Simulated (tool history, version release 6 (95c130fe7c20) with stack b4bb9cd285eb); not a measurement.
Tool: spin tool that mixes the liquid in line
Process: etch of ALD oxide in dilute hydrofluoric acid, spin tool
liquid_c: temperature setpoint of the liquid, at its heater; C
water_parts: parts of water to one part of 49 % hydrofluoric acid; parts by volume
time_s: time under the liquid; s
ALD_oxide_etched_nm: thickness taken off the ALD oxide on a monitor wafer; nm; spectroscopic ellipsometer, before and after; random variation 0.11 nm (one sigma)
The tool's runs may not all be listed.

run	hour	liquid_c	water_parts	time_s	ALD_oxide_etched_nm
1	0	23	145	65	5.9165
2	5.5	24.5	145	65	6.1716
3	9.8	24.5	170	65	5.148
4	13.1	25	155	65	5.8326
5	15.7	25	115	65	8.1747
6	21.4	25	135	65	6.923
7	22.4	25.5	125	65	7.6376
8	30.3	26	115	65	8.6818
9	31.6	26	115	65	8.5977
10	35.5	26.5	110	65	9.2957
11	36.5	27	105	65	10.013
12	37.6	27.5	100	65	10.87

Run 13 comes next. What will it give?
13	45.9	28	95	65	?

Run 13 gave ALD_oxide_etched_nm 11.582 nm.

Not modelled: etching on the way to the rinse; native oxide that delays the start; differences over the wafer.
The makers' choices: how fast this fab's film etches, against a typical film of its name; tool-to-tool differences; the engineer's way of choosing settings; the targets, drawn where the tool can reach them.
